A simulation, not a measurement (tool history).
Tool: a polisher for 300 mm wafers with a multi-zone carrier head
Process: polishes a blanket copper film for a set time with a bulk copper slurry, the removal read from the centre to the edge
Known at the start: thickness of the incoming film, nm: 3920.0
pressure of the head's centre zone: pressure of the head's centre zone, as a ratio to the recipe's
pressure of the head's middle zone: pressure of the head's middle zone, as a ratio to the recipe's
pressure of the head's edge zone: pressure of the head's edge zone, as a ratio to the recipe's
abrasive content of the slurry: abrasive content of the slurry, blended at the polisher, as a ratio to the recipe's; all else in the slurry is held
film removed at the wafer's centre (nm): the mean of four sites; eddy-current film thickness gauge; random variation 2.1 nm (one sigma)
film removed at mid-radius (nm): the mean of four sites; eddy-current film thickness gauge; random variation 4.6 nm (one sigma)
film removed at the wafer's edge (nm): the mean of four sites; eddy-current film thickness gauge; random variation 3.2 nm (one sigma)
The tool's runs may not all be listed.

run	hour	flow of slurry (ml/min)	pressure of the head's centre zone	pressure of the head's middle zone	pressure of the head's edge zone	abrasive content of the slurry	polishing time (s)	film removed at the wafer's centre (nm)	film removed at mid-radius (nm)	film removed at the wafer's edge (nm)
1	0	235	1	1	1	1	38	361.86	353.5	360.08
2	2	230	0.99	1	0.99	0.95	38	352.37	343.07	357.92
3	7.9	230	0.98	1.01	0.98	0.9	38	342.5	337.62	346.05
4	11.1	225	0.97	1.01	0.97	0.9	38	342.78	344.33	343.4
5	18.4	225	0.97	1.01	0.91	0.9	38	339.93	343.7	330.8
# hour 22.7: worn pad replaced by a new one
6	22.7	225	0.97	1.01	0.91	0.9	44	428.26	425.2	416.89
7	29.9	220	0.96	1.01	0.9	0.85	43	404.78	408.01	396.49
8	32.8	190	0.86	0.93	0.82	0.6	37	268.29	285.53	281.12
9	41.3	195	0.86	0.93	0.83	0.6	37	269.02	290.34	288.44
10	43.2	200	0.86	0.93	0.83	0.6	37	265.71	289.74	282.51

Run 11 comes next. What will it give?
11	49.7	200	0.86	0.93	0.84	0.6	37	?	?	?

Run 11 gave film removed at the wafer's centre (nm) 269.11, film removed at mid-radius (nm) 285.37, film removed at the wafer's edge (nm) 289.47.
